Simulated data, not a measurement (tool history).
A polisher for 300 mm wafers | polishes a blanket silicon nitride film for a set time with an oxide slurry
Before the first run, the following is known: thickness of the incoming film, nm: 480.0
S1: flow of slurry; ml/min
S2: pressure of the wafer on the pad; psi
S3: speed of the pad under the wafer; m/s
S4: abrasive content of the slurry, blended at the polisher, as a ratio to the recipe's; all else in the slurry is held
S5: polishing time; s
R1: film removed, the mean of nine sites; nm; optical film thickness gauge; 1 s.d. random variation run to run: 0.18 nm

run  hour   S1   S2    S3  S4  S5      R1
  1     0  320    4  1.28   1  45  34.375
  2     8  320  3.6  1.28   1  45  30.445
  3  11.8  320  3.4  1.28   1  45  29.176
  4  19.5  395  3.4  1.28   1  45  29.823
  5  22.3  390  3.2  1.28   1  45  28.108
  6  24.8  390  3.2  1.28   1  48  29.405
  7  26.2  390    3  1.28   1  48  27.941
  8  27.9  390  2.9  1.28   1  48  27.033
  9  31.1  385  2.8  1.28   1  48  26.228
 10  39.3  380  2.7  1.28   1  48   25.35
 11  45.9  375  2.7  1.28   1  48  25.321
 12  49.2  370  2.7  1.28   1  48  25.218
 13  56.8  360  2.7  1.28   1  48  25.227
 14  62.7  355  2.7  1.28   1  48  25.081
 15  71.4  345  2.7  1.28   1  48   25.24
 16  73.3  345  2.4  1.28   1  48  22.476
 17  81.4  355  2.4  1.28   1  48  22.361

Expected results for the next run?
 18  84.9  365  2.4  1.28   1  48   ?

Run 18 came out at R1 22.512 nm.

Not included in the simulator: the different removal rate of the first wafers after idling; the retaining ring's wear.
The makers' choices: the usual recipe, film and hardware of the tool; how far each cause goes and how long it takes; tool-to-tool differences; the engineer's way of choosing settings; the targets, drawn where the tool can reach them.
